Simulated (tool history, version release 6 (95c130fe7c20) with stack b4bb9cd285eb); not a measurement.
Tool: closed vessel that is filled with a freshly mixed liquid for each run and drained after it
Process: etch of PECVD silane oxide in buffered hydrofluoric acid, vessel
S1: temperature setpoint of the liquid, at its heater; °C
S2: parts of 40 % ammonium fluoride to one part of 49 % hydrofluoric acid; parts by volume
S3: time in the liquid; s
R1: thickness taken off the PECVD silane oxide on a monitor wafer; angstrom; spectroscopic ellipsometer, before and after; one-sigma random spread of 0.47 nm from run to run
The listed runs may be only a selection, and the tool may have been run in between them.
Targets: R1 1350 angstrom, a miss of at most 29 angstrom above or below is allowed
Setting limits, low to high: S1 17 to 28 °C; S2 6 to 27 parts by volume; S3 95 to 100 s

run  hour    S1    S2   S3      R1
  1     0    20  16.5   95    1972
  2     6    19  17.5   95  1761.3
  3   8.7    22  17.5   95  2081.6
  4    16  23.5  17.5   95  2258.2
  5    21  23.5  17.5   95  2275.8
  6  22.3  23.5  17.5  100  2377.6
  7  31.1  21.5    19  100  1964.5
  8  39.9    20  19.5  100  1759.7
  9  48.5    19    20  100  1620.4
 10  56.6    17  21.5  100  1391.5

Which of these 4 next moves meets every target?
  A  64.7  17  19.5  95   ?
  B  64.7  17  20.5  95   ?
  C  64.7  19  22.5  95   ?
  D  64.7  17  22.5  95   ?

move      R1
   A  1421.8
   B  1363.2
   C  1432.4
   D  1278.2
A: its largest miss is bigger than the last run's
B: every result within its allowed miss
C: its largest miss is bigger than the last run's
D: pushes the last run's worst result past its target
Go with B: it meets all targets.
